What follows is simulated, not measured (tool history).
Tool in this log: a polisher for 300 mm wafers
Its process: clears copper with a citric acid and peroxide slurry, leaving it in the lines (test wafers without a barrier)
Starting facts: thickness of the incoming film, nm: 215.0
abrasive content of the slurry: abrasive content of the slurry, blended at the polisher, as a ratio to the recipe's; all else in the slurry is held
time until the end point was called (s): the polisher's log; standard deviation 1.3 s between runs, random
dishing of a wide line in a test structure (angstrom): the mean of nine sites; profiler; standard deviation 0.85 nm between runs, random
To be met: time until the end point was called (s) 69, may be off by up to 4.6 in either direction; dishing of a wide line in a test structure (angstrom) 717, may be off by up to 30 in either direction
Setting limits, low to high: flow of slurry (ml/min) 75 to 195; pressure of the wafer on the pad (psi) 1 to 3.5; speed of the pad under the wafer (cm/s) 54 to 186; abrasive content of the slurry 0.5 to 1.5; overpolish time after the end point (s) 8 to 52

| run | hour | flow of slurry (ml/min) | pressure of the wafer on the pad (psi) | speed of the pad under the wafer (cm/s) | abrasive content of the slurry | overpolish time after the end point (s) | time until the end point was called (s) | dishing of a wide line in a test structure (angstrom) |
|---|---|---|---|---|---|---|---|---|
| 1 | 0 | 125 | 2.2 | 118 | 1 | 26 | 99.393 | 383.03 |
| 2 | 4.2 | 95 | 2.2 | 118 | 1 | 26 | 106.85 | 362.87 |
| 3 | 6.7 | 95 | 2.5 | 118 | 1 | 28 | 95.072 | 420.54 |
| 4 | 9.8 | 95 | 2.5 | 118 | 1 | 39 | 95.174 | 544.53 |
| 5 | 18.5 | 110 | 2.6 | 118 | 1 | 39 | 87.708 | 579.93 |
| 6 | 24.9 | 120 | 2.7 | 118 | 1 | 39 | 84.186 | 597.15 |
| 7 | 28.1 | 125 | 2.8 | 118 | 1 | 39 | 79.216 | 606.84 |
| 8 | 35.1 | 125 | 2.9 | 118 | 1 | 40 | 80.028 | 644.23 |
| 9 | 42.9 | 130 | 3 | 118 | 1 | 40 | 77.079 | 648.58 |

Of the 5 settings listed for the next run, only one would bring every result within its allowed miss of target. Which one?
| A | 50.7 | 155 | 2.9 | 106 | 0.85 | 35 | ? | ? |
| B | 50.7 | 125 | 2.9 | 140 | 0.95 | 31 | ? | ? |
| C | 50.7 | 110 | 3.4 | 150 | 0.8 | 31 | ? | ? |
| D | 50.7 | 140 | 3.4 | 118 | 0.95 | 39 | ? | ? |
| E | 50.7 | 120 | 2.9 | 116 | 0.9 | 32 | ? | ? |

| move | time until the end point was called (s) | dishing of a wide line in a test structure (angstrom) |
|---|---|---|
| A | 85.815 | 554.34 |
| B | 66.781 | 607.99 |
| C | 58.102 | 681.39 |
| D | 67.563 | 719.18 |
| E | 81.807 | 537.17 |
A: lands further from the targets than the last run did
B: lands further from the targets than the last run did
C: neither nearer nor further off than the last run
D: every result within its allowed miss
E: lands further from the targets than the last run did
Answer: D

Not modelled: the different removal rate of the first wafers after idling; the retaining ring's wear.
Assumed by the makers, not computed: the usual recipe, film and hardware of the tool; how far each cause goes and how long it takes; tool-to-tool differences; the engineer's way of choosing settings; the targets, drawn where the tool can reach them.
